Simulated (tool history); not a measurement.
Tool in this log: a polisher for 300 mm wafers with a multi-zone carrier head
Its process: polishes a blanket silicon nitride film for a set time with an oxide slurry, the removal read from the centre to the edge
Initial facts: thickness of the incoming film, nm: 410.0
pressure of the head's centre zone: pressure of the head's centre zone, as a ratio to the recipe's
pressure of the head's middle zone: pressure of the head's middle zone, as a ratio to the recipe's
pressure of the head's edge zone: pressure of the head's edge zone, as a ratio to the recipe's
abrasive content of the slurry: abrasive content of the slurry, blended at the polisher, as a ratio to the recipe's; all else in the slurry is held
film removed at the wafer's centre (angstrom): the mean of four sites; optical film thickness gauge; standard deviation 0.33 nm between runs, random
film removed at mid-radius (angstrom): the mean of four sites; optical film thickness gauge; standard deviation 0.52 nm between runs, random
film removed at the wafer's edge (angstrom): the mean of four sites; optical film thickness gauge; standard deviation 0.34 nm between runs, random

| run | hour | flow of slurry (ml/min) | pressure of the head's centre zone | pressure of the head's middle zone | pressure of the head's edge zone | abrasive content of the slurry | polishing time (s) | film removed at the wafer's centre (angstrom) | film removed at mid-radius (angstrom) | film removed at the wafer's edge (angstrom) |
|---|---|---|---|---|---|---|---|---|---|---|
| 1 | 0.0 | 300 | 1.00 | 1.00 | 1.00 | 1.00 | 67 | 448.58 | 454.59 | 438.74 |
| 2 | 0.9 | 305 | 1.00 | 0.99 | 0.96 | 0.85 | 66 | 410.75 | 412.66 | 407.76 |
| 3 | 2.9 | 305 | 1.03 | 1.02 | 0.93 | 0.75 | 64 | 391.28 | 391.32 | 373.73 |
| 4 | 6.3 | 305 | 1.04 | 1.03 | 0.90 | 0.70 | 63 | 368.87 | 374.42 | 350.60 |
| 5 | 13.9 | 300 | 1.05 | 1.02 | 0.87 | 0.70 | 63 | 377.48 | 382.15 | 340.22 |
| 6 | 20.3 | 300 | 0.98 | 1.02 | 0.87 | 0.70 | 63 | 354.45 | 386.15 | 338.03 |

Run 7 comes next. What will it give?
| 7 | 22.8 | 300 | 0.99 | 1.00 | 0.86 | 0.70 | 63 | ? | ? | ? |

film removed at the wafer's centre (angstrom): 358.80
film removed at mid-radius (angstrom): 373.45
film removed at the wafer's edge (angstrom): 341.08

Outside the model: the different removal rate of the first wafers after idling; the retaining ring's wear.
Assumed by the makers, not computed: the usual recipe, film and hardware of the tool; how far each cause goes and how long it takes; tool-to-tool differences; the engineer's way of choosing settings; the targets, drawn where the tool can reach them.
